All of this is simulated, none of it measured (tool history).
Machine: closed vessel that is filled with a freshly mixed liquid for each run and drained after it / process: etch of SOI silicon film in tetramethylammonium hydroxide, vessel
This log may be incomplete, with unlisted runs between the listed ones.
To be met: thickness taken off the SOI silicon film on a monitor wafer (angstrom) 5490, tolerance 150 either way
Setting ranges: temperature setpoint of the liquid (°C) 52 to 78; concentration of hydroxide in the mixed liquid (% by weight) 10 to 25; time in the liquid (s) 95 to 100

run  hour  temperature setpoint of the liquid (°C)  concentration of hydroxide in the mixed liquid (% by weight)  time in the liquid (s)  thickness taken off the SOI silicon film on a monitor wafer (angstrom)
  1     0                                       65                                                          19.5                      95                                                                  4113.3
  2     4                                       65                                                          15.5                      95                                                                  4515.4
  3  12.5                                     65.5                                                          15.5                      95                                                                  4696.6
  4  13.2                                     65.5                                                          15.5                     100                                                                  4916.2
  5  18.2                                       61                                                          15.5                     100                                                                    3713
  6  25.1                                     61.5                                                          15.5                     100                                                                  3824.2
  7  26.1                                       62                                                          15.5                     100                                                                  3964.1
  8  29.3                                     62.5                                                          15.5                     100                                                                  4064.2
  9  30.2                                     68.5                                                          15.5                     100                                                                  5882.4
 10  36.4                                       68                                                          15.5                     100                                                                  5692.8
 11  39.5                                       68                                                          15.5                     100                                                                  5747.8

Exactly one of the 5 candidate moves below puts every result within its allowed miss. Which one?
  A  42.6                                     69.5                                                          16.5                      95                                                                       ?
  B  42.6                                       67                                                            13                      95                                                                       ?
  C  42.6                                       69                                                          13.5                      95                                                                       ?
  D  42.6                                       65                                                            13                     100                                                                       ?
  E  42.6                                       69                                                            16                     100                                                                       ?

move  thickness taken off the SOI silicon film on a monitor wafer (angstrom)
   A                                                                  5759.7
   B                                                                  5514.3
   C                                                                  6101.1
   D                                                                  5147.1
   E                                                                  5950.7
A: about the same distance from the targets as the last run
B: each result inside its tolerance
C: the biggest miss grows against the last run
D: takes the biggest miss from the last run beyond its target
E: the biggest miss grows against the last run
B is the move that brings every result within its allowed miss.

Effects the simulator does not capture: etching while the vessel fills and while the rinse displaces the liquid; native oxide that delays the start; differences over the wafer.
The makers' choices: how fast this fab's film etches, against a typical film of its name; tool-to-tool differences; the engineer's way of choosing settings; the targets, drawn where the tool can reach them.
